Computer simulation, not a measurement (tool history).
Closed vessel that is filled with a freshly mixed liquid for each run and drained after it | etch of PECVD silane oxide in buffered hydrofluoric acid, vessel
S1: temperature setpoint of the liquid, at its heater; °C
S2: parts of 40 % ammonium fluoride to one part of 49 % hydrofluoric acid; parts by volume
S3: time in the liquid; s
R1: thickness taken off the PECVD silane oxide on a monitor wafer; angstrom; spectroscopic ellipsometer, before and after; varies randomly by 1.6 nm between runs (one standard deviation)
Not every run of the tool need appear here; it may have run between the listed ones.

Run 1, hour 0: S1 22 °C, S2 9 parts by volume, S3 100 s. Result: R1 3879.6 angstrom.
Run 2, hour 0.6: S1 23.5 °C, S2 9 parts by volume, S3 100 s. Result: R1 4181.7 angstrom.
Run 3, hour 2.2: S1 23.5 °C, S2 7 parts by volume, S3 100 s. Result: R1 5436.3 angstrom.
Run 4, hour 5.3: S1 23.5 °C, S2 7 parts by volume, S3 105 s. Result: R1 5686.7 angstrom.
Run 5, hour 14: S1 23 °C, S2 7 parts by volume, S3 105 s. Result: R1 5548.7 angstrom.
Run 6, hour 20.8: S1 22.5 °C, S2 7 parts by volume, S3 105 s. Result: R1 5372.6 angstrom.
At hour 23.4: hydrofluoric acid flow meter replaced.
Run 7, hour 23.4: S1 22 °C, S2 7 parts by volume, S3 105 s. Result: R1 4966.9 angstrom.

What will run 8 give?
Run 8, hour 26.4: S1 21.5 °C, S2 7 parts by volume, S3 105 s. Result: R1 ?.

{"run 8": {"R1": 4843.1}}

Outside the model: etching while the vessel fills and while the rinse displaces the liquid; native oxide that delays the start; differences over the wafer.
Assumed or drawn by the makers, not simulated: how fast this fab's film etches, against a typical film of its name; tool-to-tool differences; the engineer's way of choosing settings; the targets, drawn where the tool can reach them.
